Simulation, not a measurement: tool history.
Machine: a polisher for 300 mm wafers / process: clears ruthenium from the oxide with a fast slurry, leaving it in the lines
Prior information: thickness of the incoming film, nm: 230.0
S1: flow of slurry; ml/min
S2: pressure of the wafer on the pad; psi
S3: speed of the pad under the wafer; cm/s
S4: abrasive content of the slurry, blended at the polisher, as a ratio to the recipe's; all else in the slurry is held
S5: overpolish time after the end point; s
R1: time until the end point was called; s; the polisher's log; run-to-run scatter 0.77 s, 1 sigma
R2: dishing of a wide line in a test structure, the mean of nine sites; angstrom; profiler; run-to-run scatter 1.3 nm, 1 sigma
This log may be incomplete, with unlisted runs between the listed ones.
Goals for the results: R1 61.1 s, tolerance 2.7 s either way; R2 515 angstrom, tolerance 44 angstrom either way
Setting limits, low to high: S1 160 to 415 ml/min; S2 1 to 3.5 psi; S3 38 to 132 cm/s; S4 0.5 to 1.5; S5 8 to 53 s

| run | hour | S1 | S2 | S3 | S4 | S5 | R1 | R2 |
|---|---|---|---|---|---|---|---|---|
| 1 | 0 | 265 | 2.2 | 84 | 1 | 27 | 99.731 | 494.64 |
| 2 | 6.9 | 265 | 2.2 | 84 | 1.15 | 27 | 94.942 | 519.64 |
| 3 | 10.6 | 265 | 2.2 | 84 | 1.15 | 31 | 96.564 | 562.3 |
| 4 | 16.1 | 265 | 2.3 | 84 | 1.15 | 29 | 92.003 | 576.81 |
| 5 | 21.4 | 220 | 2.3 | 84 | 1.15 | 29 | 94.226 | 534.03 |
| 6 | 27.4 | 220 | 2.3 | 84 | 1.15 | 40 | 93.288 | 725.91 |
| 7 | 30.9 | 220 | 2.4 | 84 | 1.15 | 37 | 89.945 | 732.16 |
| 8 | 37.4 | 225 | 3 | 100 | 1.15 | 24 | 60.228 | 679.79 |

Next run, 4 choices. One meets every target within its allowed miss, the rest don't. Which?
| A | 43.9 | 310 | 2.9 | 104 | 1 | 18 | ? | ? |
| B | 43.9 | 245 | 3.1 | 98 | 1.3 | 47 | ? | ? |
| C | 43.9 | 165 | 3 | 102 | 1.1 | 32 | ? | ? |
| D | 43.9 | 245 | 3.3 | 96 | 1.1 | 30 | ? | ? |

| move | R1 | R2 |
|---|---|---|
| A | 61.487 | 525.16 |
| B | 56.723 | 1076.6 |
| C | 61.452 | 809.96 |
| D | 57.6 | 810.07 |
A: every result lands within tolerance
B: moves away from the targets compared with the last run
C: moves away from the targets compared with the last run
D: moves away from the targets compared with the last run
Move A is the one to make.
